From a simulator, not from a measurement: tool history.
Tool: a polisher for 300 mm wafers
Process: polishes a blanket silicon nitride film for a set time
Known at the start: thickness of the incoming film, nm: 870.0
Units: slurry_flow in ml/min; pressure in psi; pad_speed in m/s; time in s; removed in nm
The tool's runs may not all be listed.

{"run": 1, "day": 0.0, "slurry_flow": 160, "pressure": 3.1, "pad_speed": 0.9, "time": 53, "removed": 75.493}
{"run": 2, "day": 0.312, "slurry_flow": 160, "pressure": 3.1, "pad_speed": 0.74, "time": 53, "removed": 64.784}
{"run": 3, "day": 0.496, "slurry_flow": 160, "pressure": 3.4, "pad_speed": 0.76, "time": 53, "removed": 71.877}
{"run": 4, "day": 0.621, "slurry_flow": 160, "pressure": 3.4, "pad_speed": 0.54, "time": 53, "removed": 55.503}
{"run": 5, "day": 0.867, "slurry_flow": 160, "pressure": 3.4, "pad_speed": 0.7, "time": 53, "removed": 68.411}
{"run": 6, "day": 1.167, "slurry_flow": 160, "pressure": 3.9, "pad_speed": 0.7, "time": 53, "removed": 76.116}
{"day": 1.321, "done": "head pressure recalibrated"}
{"run": 7, "day": 1.321, "slurry_flow": 160, "pressure": 4, "pad_speed": 0.74, "time": 53, "removed": 87.631}
{"run": 8, "day": 1.446, "slurry_flow": 160, "pressure": 4.1, "pad_speed": 0.74, "time": 53, "removed": 88.981}
{"run": 9, "day": 1.8, "slurry_flow": 160, "pressure": 4.2, "pad_speed": 0.76, "time": 53, "removed": 91.235}

The next listed run, before its measurement:
{"run": 10, "day": 2.175, "slurry_flow": 160, "pressure": 4.2, "pad_speed": 0.76, "time": 53, "removed": "?"}

removed: 91.721 nm
